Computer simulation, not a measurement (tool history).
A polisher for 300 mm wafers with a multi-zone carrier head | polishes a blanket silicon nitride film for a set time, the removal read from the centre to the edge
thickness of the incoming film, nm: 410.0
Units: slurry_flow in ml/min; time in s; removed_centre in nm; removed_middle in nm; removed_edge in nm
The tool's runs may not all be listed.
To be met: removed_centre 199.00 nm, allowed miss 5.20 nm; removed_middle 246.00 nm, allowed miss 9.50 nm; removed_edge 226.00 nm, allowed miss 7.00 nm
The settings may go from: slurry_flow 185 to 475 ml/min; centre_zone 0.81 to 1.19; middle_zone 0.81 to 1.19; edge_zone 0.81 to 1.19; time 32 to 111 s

{"run": 1, "hour": 0.0, "slurry_flow": 305, "centre_zone": 1.0, "middle_zone": 1.0, "edge_zone": 1.0, "time": 71, "removed_centre": 155.86, "removed_middle": 156.87, "removed_edge": 150.97}
{"run": 2, "hour": 4.4, "slurry_flow": 305, "centre_zone": 0.99, "middle_zone": 1.02, "edge_zone": 1.03, "time": 75, "removed_centre": 162.35, "removed_middle": 163.59, "removed_edge": 162.91}
{"run": 3, "hour": 13.0, "slurry_flow": 305, "centre_zone": 0.99, "middle_zone": 1.02, "edge_zone": 1.11, "time": 75, "removed_centre": 161.47, "removed_middle": 165.03, "removed_edge": 170.87}
{"run": 4, "hour": 14.7, "slurry_flow": 360, "centre_zone": 0.99, "middle_zone": 1.02, "edge_zone": 1.11, "time": 75, "removed_centre": 163.12, "removed_middle": 166.88, "removed_edge": 173.88}
{"run": 5, "hour": 16.8, "slurry_flow": 360, "centre_zone": 0.99, "middle_zone": 0.94, "edge_zone": 1.11, "time": 75, "removed_centre": 164.54, "removed_middle": 157.75, "removed_edge": 170.57}
{"run": 6, "hour": 22.6, "slurry_flow": 365, "centre_zone": 0.98, "middle_zone": 0.98, "edge_zone": 1.1, "time": 78, "removed_centre": 170.77, "removed_middle": 170.38, "removed_edge": 179.86}
{"run": 7, "hour": 25.2, "slurry_flow": 375, "centre_zone": 0.97, "middle_zone": 1.02, "edge_zone": 1.09, "time": 80, "removed_centre": 171.97, "removed_middle": 183.53, "removed_edge": 180.71}
{"run": 8, "hour": 32.0, "slurry_flow": 375, "centre_zone": 0.97, "middle_zone": 1.04, "edge_zone": 1.1, "time": 82, "removed_centre": 178.63, "removed_middle": 186.86, "removed_edge": 188.89}
{"run": 9, "hour": 35.2, "slurry_flow": 380, "centre_zone": 0.96, "middle_zone": 1.07, "edge_zone": 1.1, "time": 84, "removed_centre": 180.74, "removed_middle": 199.91, "removed_edge": 193.64}
{"run": 10, "hour": 44.0, "slurry_flow": 385, "centre_zone": 0.96, "middle_zone": 1.09, "edge_zone": 1.11, "time": 85, "removed_centre": 184.65, "removed_middle": 205.92, "removed_edge": 194.12}
{"run": 11, "hour": 49.2, "slurry_flow": 385, "centre_zone": 0.95, "middle_zone": 1.1, "edge_zone": 1.12, "time": 87, "removed_centre": 184.23, "removed_middle": 209.39, "removed_edge": 201.95}
{"run": 12, "hour": 54.0, "slurry_flow": 410, "centre_zone": 0.95, "middle_zone": 1.19, "edge_zone": 1.13, "time": 95, "removed_centre": 205.54, "removed_middle": 249.61, "removed_edge": 219.25}

Which of these 4 next moves meets every target?
{"run": "A", "hour": 58.8, "slurry_flow": 430, "centre_zone": 0.9, "middle_zone": 1.16, "edge_zone": 1.14, "time": 97, "removed_centre": "?", "removed_middle": "?", "removed_edge": "?"}
{"run": "B", "hour": 58.8, "slurry_flow": 350, "centre_zone": 0.95, "middle_zone": 1.17, "edge_zone": 0.96, "time": 100, "removed_centre": "?", "removed_middle": "?", "removed_edge": "?"}
{"run": "C", "hour": 58.8, "slurry_flow": 415, "centre_zone": 0.94, "middle_zone": 1.13, "edge_zone": 1.14, "time": 100, "removed_centre": "?", "removed_middle": "?", "removed_edge": "?"}
{"run": "D", "hour": 58.8, "slurry_flow": 400, "centre_zone": 1.05, "middle_zone": 1.19, "edge_zone": 1.04, "time": 91, "removed_centre": "?", "removed_middle": "?", "removed_edge": "?"}

move=A removed_centre=200.28 removed_middle=249.07 removed_edge=224.07
move=B removed_centre=211.69 removed_middle=254.99 removed_edge=210.27
move=C removed_centre=212.74 removed_middle=250.42 removed_edge=230.67
move=D removed_centre=210.22 removed_middle=237.62 removed_edge=200.12
A: meets every target
B: further off than the last run
C: further off than the last run
D: further off than the last run
Answer: A

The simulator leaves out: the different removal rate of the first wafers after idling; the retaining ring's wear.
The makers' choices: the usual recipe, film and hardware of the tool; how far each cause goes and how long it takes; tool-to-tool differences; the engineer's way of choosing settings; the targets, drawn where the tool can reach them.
